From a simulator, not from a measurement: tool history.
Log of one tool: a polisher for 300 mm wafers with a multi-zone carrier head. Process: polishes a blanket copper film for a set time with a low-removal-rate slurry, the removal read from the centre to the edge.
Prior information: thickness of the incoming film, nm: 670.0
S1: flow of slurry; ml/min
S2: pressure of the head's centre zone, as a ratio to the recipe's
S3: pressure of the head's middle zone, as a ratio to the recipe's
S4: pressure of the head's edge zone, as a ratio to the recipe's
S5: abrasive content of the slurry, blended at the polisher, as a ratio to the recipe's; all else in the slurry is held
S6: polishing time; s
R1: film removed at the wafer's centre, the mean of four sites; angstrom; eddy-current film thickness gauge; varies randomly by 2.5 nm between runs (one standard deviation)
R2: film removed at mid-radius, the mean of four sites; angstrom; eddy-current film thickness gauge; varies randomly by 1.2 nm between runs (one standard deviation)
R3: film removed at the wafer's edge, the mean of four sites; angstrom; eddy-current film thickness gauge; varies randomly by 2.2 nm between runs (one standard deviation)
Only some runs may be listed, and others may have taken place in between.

{"run": 1, "hour": 0.0, "S1": 230, "S2": 1, "S3": 1, "S4": 1, "S5": 1, "S6": 73, "R1": 1325, "R2": 1348.8, "R3": 1354.7}
{"run": 2, "hour": 3.9, "S1": 230, "S2": 1, "S3": 1, "S4": 1, "S5": 1, "S6": 66, "R1": 1204, "R2": 1226.2, "R3": 1207.4}
{"run": 3, "hour": 6.0, "S1": 230, "S2": 1, "S3": 1, "S4": 1.05, "S5": 1, "S6": 66, "R1": 1179.6, "R2": 1232.3, "R3": 1192.1}
{"run": 4, "hour": 11.3, "S1": 205, "S2": 1, "S3": 1, "S4": 1.05, "S5": 1, "S6": 66, "R1": 1175.6, "R2": 1194.5, "R3": 1196.9}
{"run": 5, "hour": 15.3, "S1": 195, "S2": 1.06, "S3": 1, "S4": 1.01, "S5": 1.1, "S6": 72, "R1": 1380.5, "R2": 1333.8, "R3": 1338.1}
{"run": 6, "hour": 24.4, "S1": 195, "S2": 1.06, "S3": 1, "S4": 1.01, "S5": 1, "S6": 72, "R1": 1351.7, "R2": 1294.2, "R3": 1308.6}
{"run": 7, "hour": 28.8, "S1": 215, "S2": 1.1, "S3": 0.97, "S4": 0.96, "S5": 1.1, "S6": 75, "R1": 1503.4, "R2": 1361.5, "R3": 1363.5}

What will run 8 give?
{"run": 8, "hour": 37.0, "S1": 215, "S2": 1.1, "S3": 0.97, "S4": 0.96, "S5": 1.1, "S6": 75, "R1": "?", "R2": "?", "R3": "?"}

{"run 8": {"R1": 1517.3, "R2": 1375.7, "R3": 1384.3}}
